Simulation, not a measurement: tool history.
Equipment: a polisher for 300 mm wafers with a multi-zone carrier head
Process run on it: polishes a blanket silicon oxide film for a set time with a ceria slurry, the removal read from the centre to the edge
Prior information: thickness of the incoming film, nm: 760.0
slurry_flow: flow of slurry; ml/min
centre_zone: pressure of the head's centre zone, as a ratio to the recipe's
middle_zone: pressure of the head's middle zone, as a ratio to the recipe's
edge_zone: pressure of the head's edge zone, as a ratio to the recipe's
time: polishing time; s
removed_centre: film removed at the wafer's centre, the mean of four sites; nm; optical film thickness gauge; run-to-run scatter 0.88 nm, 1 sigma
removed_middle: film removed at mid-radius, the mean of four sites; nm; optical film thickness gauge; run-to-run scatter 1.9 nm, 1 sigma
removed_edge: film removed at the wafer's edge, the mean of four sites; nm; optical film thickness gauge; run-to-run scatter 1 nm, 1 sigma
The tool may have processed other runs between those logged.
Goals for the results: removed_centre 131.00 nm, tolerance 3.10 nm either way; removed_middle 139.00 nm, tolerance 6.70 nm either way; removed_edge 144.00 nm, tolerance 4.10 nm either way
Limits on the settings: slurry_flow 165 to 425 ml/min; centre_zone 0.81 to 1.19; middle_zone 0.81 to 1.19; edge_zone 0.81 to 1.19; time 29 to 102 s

run 1 hour=0.0 | slurry_flow=275 centre_zone=1.00 middle_zone=1.00 edge_zone=1.00 time=65 | removed_centre=192.72 removed_middle=191.89 removed_edge=191.26
run 2 hour=7.5 | slurry_flow=330 centre_zone=1.00 middle_zone=1.00 edge_zone=1.00 time=65 | removed_centre=195.81 removed_middle=196.14 removed_edge=193.48
run 3 hour=8.7 | slurry_flow=330 centre_zone=1.00 middle_zone=1.00 edge_zone=0.92 time=65 | removed_centre=195.12 removed_middle=199.75 removed_edge=186.43
run 4 hour=14.9 | slurry_flow=355 centre_zone=1.00 middle_zone=1.00 edge_zone=0.92 time=65 | removed_centre=195.51 removed_middle=201.34 removed_edge=187.95
run 5 hour=19.3 | slurry_flow=355 centre_zone=1.00 middle_zone=1.00 edge_zone=0.96 time=65 | removed_centre=197.53 removed_middle=195.69 removed_edge=191.02
run 6 hour=19.9 | slurry_flow=355 centre_zone=0.93 middle_zone=1.00 edge_zone=0.96 time=65 | removed_centre=181.68 removed_middle=198.29 removed_edge=189.89
run 7 hour=28.8 | slurry_flow=350 centre_zone=0.92 middle_zone=0.98 edge_zone=0.95 time=63 | removed_centre=172.68 removed_middle=195.39 removed_edge=184.00
run 8 hour=37.4 | slurry_flow=350 centre_zone=0.92 middle_zone=0.97 edge_zone=0.96 time=61 | removed_centre=170.80 removed_middle=182.96 removed_edge=179.17
run 9 hour=44.3 | slurry_flow=350 centre_zone=0.91 middle_zone=0.95 edge_zone=0.95 time=59 | removed_centre=163.18 removed_middle=169.72 removed_edge=170.75
run 10 hour=48.9 | slurry_flow=345 centre_zone=0.90 middle_zone=0.94 edge_zone=0.94 time=58 | removed_centre=156.30 removed_middle=165.15 removed_edge=168.66
run 11 hour=52.8 | slurry_flow=345 centre_zone=0.89 middle_zone=0.93 edge_zone=0.93 time=57 | removed_centre=153.02 removed_middle=164.50 removed_edge=164.83
run 12 hour=54.4 | slurry_flow=340 centre_zone=0.88 middle_zone=0.92 edge_zone=0.92 time=56 | removed_centre=147.76 removed_middle=158.77 removed_edge=160.10
run 13 hour=58.0 | slurry_flow=330 centre_zone=0.87 middle_zone=0.91 edge_zone=0.91 time=56 | removed_centre=145.94 removed_middle=156.33 removed_edge=160.22
run 14 hour=66.3 | slurry_flow=330 centre_zone=0.87 middle_zone=0.90 edge_zone=0.90 time=55 | removed_centre=142.29 removed_middle=149.97 removed_edge=156.50
run 15 hour=70.8 | slurry_flow=325 centre_zone=0.87 middle_zone=0.90 edge_zone=0.89 time=55 | removed_centre=144.38 removed_middle=156.47 removed_edge=156.12
run 16 hour=71.5 | slurry_flow=325 centre_zone=0.87 middle_zone=0.89 edge_zone=0.89 time=54 | removed_centre=140.64 removed_middle=147.09 removed_edge=152.31
run 17 hour=75.9 | slurry_flow=320 centre_zone=0.87 middle_zone=0.89 edge_zone=0.88 time=54 | removed_centre=141.01 removed_middle=149.68 removed_edge=152.15
run 18 hour=78.9 | slurry_flow=320 centre_zone=0.87 middle_zone=0.88 edge_zone=0.87 time=54 | removed_centre=139.41 removed_middle=149.99 removed_edge=152.23
run 19 hour=85.7 | slurry_flow=315 centre_zone=0.87 middle_zone=0.87 edge_zone=0.86 time=54 | removed_centre=139.08 removed_middle=142.67 removed_edge=150.53

Which single option among these 4 for the next run brings every result within its allowed miss of target? Just one does.
run A hour=92.5 | slurry_flow=310 centre_zone=0.85 middle_zone=0.82 edge_zone=0.90 time=55 | removed_centre=? removed_middle=? removed_edge=?
run B hour=92.5 | slurry_flow=315 centre_zone=0.88 middle_zone=0.81 edge_zone=0.93 time=50 | removed_centre=? removed_middle=? removed_edge=?
run C hour=92.5 | slurry_flow=310 centre_zone=0.81 middle_zone=0.86 edge_zone=0.88 time=51 | removed_centre=? removed_middle=? removed_edge=?
run D hour=92.5 | slurry_flow=320 centre_zone=0.89 middle_zone=0.92 edge_zone=0.97 time=49 | removed_centre=? removed_middle=? removed_edge=?

move=A removed_centre=137.77 removed_middle=140.55 removed_edge=155.23
move=B removed_centre=129.85 removed_middle=126.61 removed_edge=143.34
move=C removed_centre=121.72 removed_middle=135.55 removed_edge=142.45
move=D removed_centre=128.96 removed_middle=137.93 removed_edge=143.10
A: lands further from the targets than the last run did
B: puts the biggest miss on target and leaves a different result outside tolerance
C: pushes the last run's worst result past its target
D: hits every target within its allowed miss
The right move is D.

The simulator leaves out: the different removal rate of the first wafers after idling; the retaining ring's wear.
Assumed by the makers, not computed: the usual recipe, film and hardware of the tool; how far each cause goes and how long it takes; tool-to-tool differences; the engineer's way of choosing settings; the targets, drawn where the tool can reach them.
